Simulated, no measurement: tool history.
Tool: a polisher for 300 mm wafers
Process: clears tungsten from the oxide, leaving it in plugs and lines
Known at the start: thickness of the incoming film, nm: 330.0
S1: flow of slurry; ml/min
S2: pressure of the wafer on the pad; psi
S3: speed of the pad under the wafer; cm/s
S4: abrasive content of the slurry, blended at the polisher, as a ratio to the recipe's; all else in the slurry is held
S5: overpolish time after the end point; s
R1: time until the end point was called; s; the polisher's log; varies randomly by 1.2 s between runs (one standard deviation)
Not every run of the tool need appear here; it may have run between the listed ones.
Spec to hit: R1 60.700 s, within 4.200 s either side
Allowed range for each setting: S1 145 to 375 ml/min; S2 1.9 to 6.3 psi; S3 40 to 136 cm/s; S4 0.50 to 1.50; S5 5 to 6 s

run 1 day=0.000 | S1=240 S2=4.1 S3=88 S4=1.00 S5=6 | R1=88.110
run 2 day=0.083 | S1=240 S2=4.3 S3=88 S4=1.00 S5=6 | R1=85.615
run 3 day=0.329 | S1=240 S2=4.5 S3=88 S4=1.00 S5=6 | R1=83.557
run 4 day=0.704 | S1=295 S2=4.5 S3=88 S4=1.00 S5=6 | R1=80.045
run 5 day=0.996 | S1=320 S2=4.5 S3=88 S4=1.00 S5=6 | R1=80.628
run 6 day=1.283 | S1=320 S2=4.6 S3=88 S4=1.00 S5=6 | R1=78.256
run 7 day=1.508 | S1=320 S2=4.7 S3=88 S4=1.00 S5=6 | R1=75.920
run 8 day=1.604 | S1=320 S2=4.8 S3=88 S4=1.00 S5=6 | R1=75.620
run 9 day=1.708 | S1=320 S2=4.9 S3=88 S4=1.00 S5=6 | R1=75.515
run 10 day=1.954 | S1=320 S2=5.0 S3=88 S4=1.00 S5=6 | R1=75.610
run 11 day=2.062 | S1=320 S2=5.1 S3=90 S4=1.00 S5=6 | R1=70.456
run 12 day=2.242 | S1=320 S2=5.2 S3=90 S4=1.00 S5=6 | R1=68.508
run 13 day=2.267 | S1=320 S2=5.3 S3=90 S4=1.00 S5=6 | R1=67.924

5 candidate next runs follow, results not yet known. Just one meets every target within its allowed miss. Identify it.
run A day=2.292 | S1=310 S2=5.4 S3=80 S4=0.95 S5=6 | R1=?
run B day=2.292 | S1=375 S2=5.0 S3=86 S4=1.10 S5=6 | R1=?
run C day=2.292 | S1=335 S2=5.2 S3=88 S4=0.90 S5=5 | R1=?
run D day=2.292 | S1=335 S2=5.4 S3=106 S4=1.00 S5=6 | R1=?
run E day=2.292 | S1=375 S2=4.6 S3=100 S4=1.05 S5=6 | R1=?

move=A R1=72.459
move=B R1=68.709
move=C R1=71.249
move=D R1=59.077
move=E R1=67.452
A: further off than the last run
B: further off than the last run
C: further off than the last run
D: in spec on every target
E: nearer the targets than the last run, but a result is still out of spec
D is the move that brings every result within its allowed miss.
